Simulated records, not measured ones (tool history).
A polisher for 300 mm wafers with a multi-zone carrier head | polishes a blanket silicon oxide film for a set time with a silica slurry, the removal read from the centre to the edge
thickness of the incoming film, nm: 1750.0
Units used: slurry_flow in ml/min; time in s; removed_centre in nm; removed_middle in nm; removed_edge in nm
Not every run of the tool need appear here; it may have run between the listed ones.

run 1 day=0.000 | slurry_flow=300 centre_zone=1.00 middle_zone=1.00 edge_zone=1.00 slurry_solids=1.00 time=44 | removed_centre=126.44 removed_middle=124.34 removed_edge=122.04
run 2 day=0.038 | slurry_flow=300 centre_zone=1.01 middle_zone=1.00 edge_zone=1.02 slurry_solids=1.10 time=45 | removed_centre=131.95 removed_middle=132.29 removed_edge=130.95
run 3 day=0.375 | slurry_flow=305 centre_zone=1.03 middle_zone=0.99 edge_zone=1.04 slurry_solids=1.15 time=46 | removed_centre=141.50 removed_middle=135.97 removed_edge=140.30
run 4 day=0.454 | slurry_flow=310 centre_zone=1.05 middle_zone=1.00 edge_zone=1.06 slurry_solids=1.20 time=46 | removed_centre=147.98 removed_middle=138.75 removed_edge=144.38
run 5 day=0.696 | slurry_flow=310 centre_zone=1.10 middle_zone=1.00 edge_zone=1.06 slurry_solids=1.20 time=46 | removed_centre=150.32 removed_middle=139.59 removed_edge=145.02
run 6 day=0.983 | slurry_flow=310 centre_zone=1.10 middle_zone=1.00 edge_zone=1.06 slurry_solids=1.30 time=46 | removed_centre=160.11 removed_middle=145.55 removed_edge=147.40
run 7 day=1.312 | slurry_flow=315 centre_zone=1.10 middle_zone=1.01 edge_zone=1.08 slurry_solids=1.35 time=47 | removed_centre=166.57 removed_middle=151.40 removed_edge=155.73
run 8 day=1.446 | slurry_flow=315 centre_zone=1.10 middle_zone=1.02 edge_zone=1.10 slurry_solids=1.40 time=48 | removed_centre=170.76 removed_middle=154.32 removed_edge=161.82
run 9 day=1.667 | slurry_flow=320 centre_zone=1.10 middle_zone=1.03 edge_zone=1.11 slurry_solids=1.40 time=49 | removed_centre=174.66 removed_middle=161.00 removed_edge=166.75

Forecast run 10:
run 10 day=1.975 | slurry_flow=340 centre_zone=1.10 middle_zone=1.02 edge_zone=1.19 slurry_solids=1.50 time=51 | removed_centre=? removed_middle=? removed_edge=?

Logged for run 10: removed_centre 191.46 nm, removed_middle 172.37 nm, removed_edge 185.41 nm.
